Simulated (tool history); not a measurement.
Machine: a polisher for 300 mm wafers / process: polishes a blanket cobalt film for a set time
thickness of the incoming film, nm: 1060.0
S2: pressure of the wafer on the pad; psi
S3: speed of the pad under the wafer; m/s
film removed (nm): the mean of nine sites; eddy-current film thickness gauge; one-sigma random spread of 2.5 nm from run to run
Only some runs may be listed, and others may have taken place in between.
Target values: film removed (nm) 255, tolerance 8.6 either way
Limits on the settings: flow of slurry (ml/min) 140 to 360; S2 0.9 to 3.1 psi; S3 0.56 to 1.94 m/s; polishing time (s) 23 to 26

Run 1, hour 0: flow of slurry (ml/min) 230, S2 2 psi, S3 1.24 m/s, polishing time (s) 26. Result: film removed (nm) 161.01.
Run 2, hour 8.5: flow of slurry (ml/min) 230, S2 2 psi, S3 1.56 m/s, polishing time (s) 26. Result: film removed (nm) 205.39.
Run 3, hour 16.7: flow of slurry (ml/min) 230, S2 1.8 psi, S3 1.56 m/s, polishing time (s) 26. Result: film removed (nm) 181.47.
Run 4, hour 23.9: flow of slurry (ml/min) 275, S2 1.8 psi, S3 1.56 m/s, polishing time (s) 26. Result: film removed (nm) 187.68.
At hour 27.5: slurry nozzle cleaned.
Run 5, hour 27.5: flow of slurry (ml/min) 280, S2 2 psi, S3 1.56 m/s, polishing time (s) 26. Result: film removed (nm) 223.65.
Run 6, hour 28.3: flow of slurry (ml/min) 300, S2 2 psi, S3 1.56 m/s, polishing time (s) 26. Result: film removed (nm) 224.
Run 7, hour 30.6: flow of slurry (ml/min) 310, S2 2 psi, S3 1.56 m/s, polishing time (s) 26. Result: film removed (nm) 222.31.
Run 8, hour 38: flow of slurry (ml/min) 315, S2 2.1 psi, S3 1.56 m/s, polishing time (s) 26. Result: film removed (nm) 236.73.
Run 9, hour 41.1: flow of slurry (ml/min) 320, S2 2.1 psi, S3 1.56 m/s, polishing time (s) 26. Result: film removed (nm) 236.84.
Run 10, hour 47: flow of slurry (ml/min) 325, S2 2.1 psi, S3 1.56 m/s, polishing time (s) 26. Result: film removed (nm) 240.96.
Run 11, hour 49.9: flow of slurry (ml/min) 330, S2 2.1 psi, S3 1.56 m/s, polishing time (s) 26. Result: film removed (nm) 241.5.
Run 12, hour 57.5: flow of slurry (ml/min) 335, S2 2.1 psi, S3 1.56 m/s, polishing time (s) 26. Result: film removed (nm) 242.05.
Run 13, hour 59.2: flow of slurry (ml/min) 340, S2 2.1 psi, S3 1.56 m/s, polishing time (s) 26. Result: film removed (nm) 238.82.

Which single option among these 4 for the next run brings every result within its allowed miss of target? Just one does.
Run A, hour 60.9: flow of slurry (ml/min) 360, S2 1.8 psi, S3 1.92 m/s, polishing time (s) 26. Result: film removed (nm) ?.
Run B, hour 60.9: flow of slurry (ml/min) 330, S2 2.6 psi, S3 1.24 m/s, polishing time (s) 26. Result: film removed (nm) ?.
Run C, hour 60.9: flow of slurry (ml/min) 345, S2 1.9 psi, S3 1.62 m/s, polishing time (s) 25. Result: film removed (nm) ?.
Run D, hour 60.9: flow of slurry (ml/min) 355, S2 2.2 psi, S3 1.54 m/s, polishing time (s) 25. Result: film removed (nm) ?.

move  film removed (nm)
   A             257.36
   B             238.48
   C             220.06
   D             242.03
A: every result lands within tolerance
B: about the same distance from the targets as the last run
C: moves away from the targets compared with the last run
D: moves toward the targets from the last run without getting all of them in spec
The right move is A.

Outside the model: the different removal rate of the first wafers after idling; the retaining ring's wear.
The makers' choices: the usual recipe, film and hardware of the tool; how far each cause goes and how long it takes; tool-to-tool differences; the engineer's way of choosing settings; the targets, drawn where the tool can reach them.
